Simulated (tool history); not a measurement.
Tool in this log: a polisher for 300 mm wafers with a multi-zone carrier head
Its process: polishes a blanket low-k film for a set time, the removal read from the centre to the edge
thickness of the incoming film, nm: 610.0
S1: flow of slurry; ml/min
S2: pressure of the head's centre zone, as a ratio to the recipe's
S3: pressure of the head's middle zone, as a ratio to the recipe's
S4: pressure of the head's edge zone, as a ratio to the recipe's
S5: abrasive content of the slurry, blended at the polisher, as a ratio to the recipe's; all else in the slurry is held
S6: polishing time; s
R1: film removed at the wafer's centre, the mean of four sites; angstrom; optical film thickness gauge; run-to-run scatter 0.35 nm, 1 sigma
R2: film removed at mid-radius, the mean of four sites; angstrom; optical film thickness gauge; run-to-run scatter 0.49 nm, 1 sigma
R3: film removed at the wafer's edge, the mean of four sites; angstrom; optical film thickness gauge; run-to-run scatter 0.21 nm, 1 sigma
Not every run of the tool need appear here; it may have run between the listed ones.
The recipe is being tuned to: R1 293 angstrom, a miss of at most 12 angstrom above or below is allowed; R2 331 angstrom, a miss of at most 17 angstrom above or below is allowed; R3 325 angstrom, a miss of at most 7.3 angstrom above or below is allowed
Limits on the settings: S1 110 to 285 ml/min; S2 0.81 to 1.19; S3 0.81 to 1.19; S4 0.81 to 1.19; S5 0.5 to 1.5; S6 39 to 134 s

run,hour,S1,S2,S3,S4,S5,S6,R1,R2,R3
1,0,180,1,1,1,1,86,410.92,431.19,436.94
2,4.2,175,0.99,1,0.98,0.95,86,395.47,423.26,419.44
3,6.5,170,0.98,0.99,0.97,0.9,86,378.35,417.78,410.19
4,14.2,170,0.98,0.99,0.97,0.9,95,417,456.76,453.38
5,15.7,170,0.98,0.98,0.96,0.85,94,395.61,425.33,433.91
6,19.4,170,0.98,0.98,0.95,0.8,93,387.49,424.2,413.31
7,23.4,165,0.97,0.97,0.94,0.75,93,373.55,394.75,394.4
8,26.3,160,0.96,0.97,0.93,0.75,93,353.46,401.63,394.41
9,30.3,160,0.96,0.96,0.92,0.7,93,356.39,385.24,377.29
10,38.2,155,0.95,0.95,0.91,0.7,93,349.69,377.61,375.14
11,41.4,150,0.94,0.95,0.9,0.7,93,336.92,365.27,370.92
12,47.8,150,0.94,0.95,0.89,0.7,93,339.65,376.27,368.19
13,52.9,150,0.93,0.94,0.88,0.7,93,335.08,361.63,365.19
14,54.2,150,0.93,0.94,0.87,0.7,93,326.81,366.25,369.88
15,62.9,145,0.93,0.94,0.87,0.7,93,329.55,360.28,364.63
16,65.7,145,0.93,0.94,0.86,0.7,93,331.73,354.5,360.83
# hour 67.3: centre zone pressure recalibrated
17,67.3,145,0.93,0.94,0.85,0.7,93,352.31,358.79,359.19
18,74.8,145,0.92,0.94,0.85,0.7,93,349.62,370.11,358.85
19,77.1,140,0.91,0.94,0.85,0.7,93,344.9,365.03,359.2
20,83.4,140,0.9,0.94,0.85,0.7,93,338.25,359.53,362.15
21,87.9,125,0.85,0.97,0.81,0.5,92,258.36,289.02,281.05

Of the 4 settings listed for the next run, only one would bring every result within its allowed miss of target. Which one?
A,92.4,150,0.84,0.94,0.84,0.5,101,?,?,?
B,92.4,115,0.9,0.81,0.83,0.55,109,?,?,?
C,92.4,120,1.19,0.95,0.81,0.6,74,?,?,?
D,92.4,115,0.87,0.88,0.84,0.6,72,?,?,?

move,R1,R2,R3
A,287.7,334.98,319.89
B,324.88,315.14,346.16
C,311.53,259.06,245.75
D,217.81,233.93,241.07
A: in spec on every target
B: pushes the last run's worst result past its target
C: the biggest miss grows against the last run
D: the biggest miss grows against the last run
A meets every target.

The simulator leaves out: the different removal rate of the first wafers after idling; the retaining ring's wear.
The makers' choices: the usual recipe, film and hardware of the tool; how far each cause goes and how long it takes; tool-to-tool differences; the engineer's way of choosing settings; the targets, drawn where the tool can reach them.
